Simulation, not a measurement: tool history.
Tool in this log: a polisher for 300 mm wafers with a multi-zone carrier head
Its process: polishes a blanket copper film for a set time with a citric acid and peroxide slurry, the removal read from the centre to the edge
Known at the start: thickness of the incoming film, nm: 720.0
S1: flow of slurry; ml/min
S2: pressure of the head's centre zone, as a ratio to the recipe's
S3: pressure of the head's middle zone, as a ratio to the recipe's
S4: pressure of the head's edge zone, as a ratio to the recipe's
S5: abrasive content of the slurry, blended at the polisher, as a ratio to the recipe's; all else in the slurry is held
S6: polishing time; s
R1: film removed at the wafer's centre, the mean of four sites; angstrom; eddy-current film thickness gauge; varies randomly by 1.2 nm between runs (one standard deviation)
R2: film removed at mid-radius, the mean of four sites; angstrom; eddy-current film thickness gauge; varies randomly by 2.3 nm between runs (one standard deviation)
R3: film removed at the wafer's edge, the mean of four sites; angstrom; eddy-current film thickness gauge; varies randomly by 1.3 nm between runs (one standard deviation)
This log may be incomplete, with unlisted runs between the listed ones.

run  hour   S1    S2  S3    S4    S5  S6      R1      R2      R3
  1     0  240     1   1     1     1  40  1052.7  1010.7  1091.7
  2   3.3  240     1   1     1  1.15  40    1092  1099.6  1105.1
  3   8.8  240  0.98   1  1.05  1.25  44  1185.2  1206.2  1289.6
  4  15.5  240  0.91   1  1.05  1.25  44    1107  1213.4  1266.5
  5  16.1  180  0.91   1  1.05  1.25  44  1081.6    1163  1248.6
  6  21.2  180  0.91   1  1.05  1.25  36  867.84  958.95  1020.1
  7  25.2  180  0.91   1  1.05  1.25  36  877.64  952.89  1022.5

Forecast run 8:
  8  32.5  195  0.94  1.05  1.09  1.35  41   ?   ?   ?

R1: 1074.9 angstrom
R2: 1165.9 angstrom
R3: 1212.4 angstrom
